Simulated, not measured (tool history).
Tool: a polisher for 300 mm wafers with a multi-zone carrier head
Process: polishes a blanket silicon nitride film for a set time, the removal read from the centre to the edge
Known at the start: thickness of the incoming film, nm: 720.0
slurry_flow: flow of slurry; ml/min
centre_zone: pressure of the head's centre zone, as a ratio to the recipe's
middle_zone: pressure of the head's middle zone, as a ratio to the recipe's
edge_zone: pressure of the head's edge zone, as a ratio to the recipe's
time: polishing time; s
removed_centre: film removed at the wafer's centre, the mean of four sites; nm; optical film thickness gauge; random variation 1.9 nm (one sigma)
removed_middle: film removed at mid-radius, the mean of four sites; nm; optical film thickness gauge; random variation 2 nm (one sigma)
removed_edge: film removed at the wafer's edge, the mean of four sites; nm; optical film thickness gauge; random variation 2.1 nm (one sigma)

run 1 hour=0 | slurry_flow=225 centre_zone=1 middle_zone=1 edge_zone=1 time=44 | removed_centre=140.57 removed_middle=137.96 removed_edge=137.14
run 2 hour=5.1 | slurry_flow=225 centre_zone=1 middle_zone=1.05 edge_zone=1 time=44 | removed_centre=143.87 removed_middle=145.16 removed_edge=136.86
run 3 hour=12.4 | slurry_flow=225 centre_zone=1 middle_zone=1.03 edge_zone=1.03 time=46 | removed_centre=148.35 removed_middle=147.91 removed_edge=145.22
run 4 hour=19.5 | slurry_flow=225 centre_zone=1 middle_zone=1.01 edge_zone=1.05 time=48 | removed_centre=156.75 removed_middle=150.05 removed_edge=150.96
run 5 hour=22.9 | slurry_flow=175 centre_zone=1 middle_zone=1.01 edge_zone=1.05 time=48 | removed_centre=147.73 removed_middle=142.09 removed_edge=145.57
run 6 hour=29.3 | slurry_flow=190 centre_zone=0.99 middle_zone=0.99 edge_zone=1.07 time=50 | removed_centre=152.72 removed_middle=152.68 removed_edge=157.32
run 7 hour=37.5 | slurry_flow=205 centre_zone=0.99 middle_zone=0.97 edge_zone=1.09 time=51 | removed_centre=160.17 removed_middle=155.08 removed_edge=161.6

Forecast run 8:
run 8 hour=38 | slurry_flow=140 centre_zone=0.94 middle_zone=0.87 edge_zone=1.19 time=63 | removed_centre=? removed_middle=? removed_edge=?

{"run 8": {"removed_centre": 175.88, "removed_middle": 164.16, "removed_edge": 196.59}}
